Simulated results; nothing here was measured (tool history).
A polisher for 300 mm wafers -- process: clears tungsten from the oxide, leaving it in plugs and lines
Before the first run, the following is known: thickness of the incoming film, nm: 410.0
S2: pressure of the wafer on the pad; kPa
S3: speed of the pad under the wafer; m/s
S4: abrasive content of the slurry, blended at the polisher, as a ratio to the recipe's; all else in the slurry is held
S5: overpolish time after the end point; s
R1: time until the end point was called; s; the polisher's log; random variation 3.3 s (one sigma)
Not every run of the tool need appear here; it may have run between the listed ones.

{"run": 1, "hour": 0.0, "flow of slurry (ml/min)": 270, "S2": 17.2, "S3": 1.18, "S4": 1.0, "S5": 5, "R1": 127.33}
{"run": 2, "hour": 1.2, "flow of slurry (ml/min)": 270, "S2": 17.2, "S3": 1.18, "S4": 1.15, "S5": 5, "R1": 124.01}
{"run": 3, "hour": 2.9, "flow of slurry (ml/min)": 270, "S2": 15.2, "S3": 1.16, "S4": 1.15, "S5": 5, "R1": 142.28}
{"run": 4, "hour": 7.8, "flow of slurry (ml/min)": 270, "S2": 13.8, "S3": 1.14, "S4": 1.15, "S5": 5, "R1": 162.86}
{"run": 5, "hour": 14.3, "flow of slurry (ml/min)": 270, "S2": 13.8, "S3": 1.14, "S4": 1.3, "S5": 5, "R1": 155.57}
{"run": 6, "hour": 22.8, "flow of slurry (ml/min)": 270, "S2": 17.2, "S3": 1.14, "S4": 1.3, "S5": 5, "R1": 123.12}
{"run": 7, "hour": 24.9, "flow of slurry (ml/min)": 270, "S2": 15.2, "S3": 1.12, "S4": 1.3, "S5": 5, "R1": 147.47}

Estimate the outcome of run 8 from the log above:
{"run": 8, "hour": 33.3, "flow of slurry (ml/min)": 270, "S2": 13.8, "S3": 1.12, "S4": 1.3, "S5": 5, "R1": "?"}

Run 8 gave R1 156.35 s.
